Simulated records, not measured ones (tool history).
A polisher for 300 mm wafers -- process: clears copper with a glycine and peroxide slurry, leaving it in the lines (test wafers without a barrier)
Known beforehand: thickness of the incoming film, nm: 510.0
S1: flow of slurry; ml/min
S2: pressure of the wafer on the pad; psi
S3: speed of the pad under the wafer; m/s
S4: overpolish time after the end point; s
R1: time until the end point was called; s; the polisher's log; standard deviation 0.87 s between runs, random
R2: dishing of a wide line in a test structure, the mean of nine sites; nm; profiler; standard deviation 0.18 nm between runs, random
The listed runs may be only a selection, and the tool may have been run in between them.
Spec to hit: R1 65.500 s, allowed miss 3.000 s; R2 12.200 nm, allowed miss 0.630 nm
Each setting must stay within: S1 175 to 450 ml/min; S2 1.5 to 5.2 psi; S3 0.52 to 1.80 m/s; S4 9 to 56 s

run,hour,S1,S2,S3,S4,R1,R2
1,0.0,290,3.3,1.16,29,89.290,12.409
2,6.7,290,3.3,1.16,25,91.079,12.829
3,10.9,290,3.7,1.18,26,79.307,12.052
4,11.7,250,3.7,1.18,26,80.639,12.261
5,18.5,250,3.7,1.18,33,79.079,12.085
6,25.6,250,3.7,1.18,40,81.442,12.683
7,33.4,250,3.9,1.18,41,77.773,12.352
8,36.8,250,4.1,1.20,45,72.693,12.683
9,43.4,240,4.2,1.20,42,71.091,12.315
10,51.6,240,4.3,1.20,42,70.115,12.049

5 next moves are on the table. One of them brings every result within its allowed miss. Which?
A,59.8,230,4.2,1.16,36,?,?
B,59.8,230,4.5,1.06,31,?,?
C,59.8,200,4.4,1.32,34,?,?
D,59.8,310,3.4,1.36,36,?,?
E,59.8,240,4.3,1.18,52,?,?

move,R1,R2
A,74.297,12.202
B,75.710,12.240
C,64.745,12.037
D,75.237,12.207
E,71.249,12.164
A: misses by more than the last run did
B: misses by more than the last run did
C: all results land within tolerance of their targets
D: misses by more than the last run did
E: misses by more than the last run did
C is the move that brings every result within its allowed miss.
